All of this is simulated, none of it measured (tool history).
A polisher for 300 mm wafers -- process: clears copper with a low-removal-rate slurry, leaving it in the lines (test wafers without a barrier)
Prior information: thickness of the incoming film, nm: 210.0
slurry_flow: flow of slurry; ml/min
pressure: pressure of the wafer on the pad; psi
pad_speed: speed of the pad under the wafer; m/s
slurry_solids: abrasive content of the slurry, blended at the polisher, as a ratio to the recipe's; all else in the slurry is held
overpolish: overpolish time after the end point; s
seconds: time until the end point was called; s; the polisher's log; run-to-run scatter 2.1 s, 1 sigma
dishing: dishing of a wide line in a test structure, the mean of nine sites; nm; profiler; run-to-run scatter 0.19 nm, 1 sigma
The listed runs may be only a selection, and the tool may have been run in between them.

| run | day | slurry_flow | pressure | pad_speed | slurry_solids | overpolish | seconds | dishing |
|---|---|---|---|---|---|---|---|---|
| 1 | 0 | 220 | 2.5 | 1.14 | 1 | 15 | 87.182 | 25.529 |
| 2 | 0.333 | 220 | 2.3 | 1.12 | 1 | 13 | 93.668 | 20.421 |
| 3 | 0.671 | 220 | 2.1 | 1.08 | 1 | 12 | 109.98 | 17.139 |
| 4 | 1.017 | 220 | 2.6 | 1.08 | 1 | 12 | 86.708 | 20.254 |
| 5 | 1.104 | 265 | 2.6 | 1.08 | 1 | 12 | 85.468 | 22.135 |
| 6 | 1.342 | 220 | 2.6 | 1.08 | 1 | 12 | 86.133 | 21.013 |

The next listed run, before its measurement:
| 7 | 1.596 | 220 | 2.3 | 1.08 | 1 | 11 | ? | ? |

{"run 7": {"seconds": 98.092, "dishing": 17.369}}
